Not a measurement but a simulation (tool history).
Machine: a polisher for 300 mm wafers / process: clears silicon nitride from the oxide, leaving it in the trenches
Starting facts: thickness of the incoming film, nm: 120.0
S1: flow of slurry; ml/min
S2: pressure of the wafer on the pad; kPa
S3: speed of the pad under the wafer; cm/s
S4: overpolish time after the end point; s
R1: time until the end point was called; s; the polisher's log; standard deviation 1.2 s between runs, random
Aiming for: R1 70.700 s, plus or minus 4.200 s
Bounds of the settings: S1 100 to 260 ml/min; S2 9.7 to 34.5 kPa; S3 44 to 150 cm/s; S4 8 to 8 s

run 1 day=0.000 | S1=165 S2=22.1 S3=96 S4=8 | R1=103.530
run 2 day=0.067 | S1=165 S2=22.1 S3=96 S4=8 | R1=99.774
run 3 day=0.229 | S1=165 S2=23.4 S3=96 S4=8 | R1=96.263
run 4 day=0.596 | S1=165 S2=23.4 S3=112 S4=8 | R1=82.450
run 5 day=0.888 | S1=165 S2=24.1 S3=112 S4=8 | R1=81.515
run 6 day=1.254 | S1=165 S2=21.4 S3=112 S4=8 | R1=88.980
run 7 day=1.371 | S1=165 S2=22.8 S3=112 S4=8 | R1=83.709
run 8 day=1.717 | S1=165 S2=23.4 S3=112 S4=8 | R1=83.594

4 next moves are on the table. One of them brings every result within its allowed miss. Which?
run A day=2.062 | S1=150 S2=26.2 S3=122 S4=8 | R1=?
run B day=2.062 | S1=185 S2=28.3 S3=98 S4=8 | R1=?
run C day=2.062 | S1=160 S2=20.7 S3=118 S4=8 | R1=?
run D day=2.062 | S1=150 S2=23.4 S3=112 S4=8 | R1=?

move=A R1=69.401
move=B R1=78.092
move=C R1=86.685
move=D R1=82.936
A: meets every target
B: nearer the targets than the last run, but a result is still out of spec
C: the biggest miss grows against the last run
D: nearer the targets than the last run, but a result is still out of spec
Answer: A
